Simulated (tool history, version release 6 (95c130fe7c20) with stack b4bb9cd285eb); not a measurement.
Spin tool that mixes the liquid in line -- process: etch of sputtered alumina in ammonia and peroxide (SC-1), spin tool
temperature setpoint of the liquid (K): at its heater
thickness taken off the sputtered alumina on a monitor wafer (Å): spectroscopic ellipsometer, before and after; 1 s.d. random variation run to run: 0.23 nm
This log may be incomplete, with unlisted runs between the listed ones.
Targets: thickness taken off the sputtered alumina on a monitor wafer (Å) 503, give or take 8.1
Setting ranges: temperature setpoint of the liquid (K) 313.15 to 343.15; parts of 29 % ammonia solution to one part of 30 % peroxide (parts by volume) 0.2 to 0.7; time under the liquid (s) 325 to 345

run	day	temperature setpoint of the liquid (K)	parts of 29 % ammonia solution to one part of 30 % peroxide (parts by volume)	time under the liquid (s)	thickness taken off the sputtered alumina on a monitor wafer (Å)
1	0	329.15	0.4	325	354.46
2	0.108	330.15	0.4	325	371.37
3	0.192	330.15	0.4	325	373.98
4	0.546	323.65	0.4	325	264.55
5	0.892	323.65	0.55	325	270.24
6	1.221	318.15	0.55	325	198
7	1.562	321.15	0.55	325	236.91
8	1.871	323.65	0.55	325	269.99
9	1.962	325.65	0.55	325	302.61
10	2.296	333.65	0.55	325	456.45
11	2.504	334.15	0.55	325	472.33
# day 2.612: ammonia flow meter replaced
12	2.612	334.65	0.55	325	481.51
13	2.871	335.15	0.55	325	488.12

Of the 4 settings listed for the next run, only one would bring every result within its allowed miss of target. Which one?
A	3.129	335.15	0.6	330	?
B	3.129	335.65	0.65	330	?
C	3.129	335.15	0.6	345	?
D	3.129	334.15	0.5	330	?

move	thickness taken off the sputtered alumina on a monitor wafer (Å)
A	503.51
B	520.32
C	526.4
D	470.4
A: meets every target
B: takes the biggest miss from the last run beyond its target
C: takes the biggest miss from the last run beyond its target
D: misses by more than the last run did
Correct choice: A, which meets every target
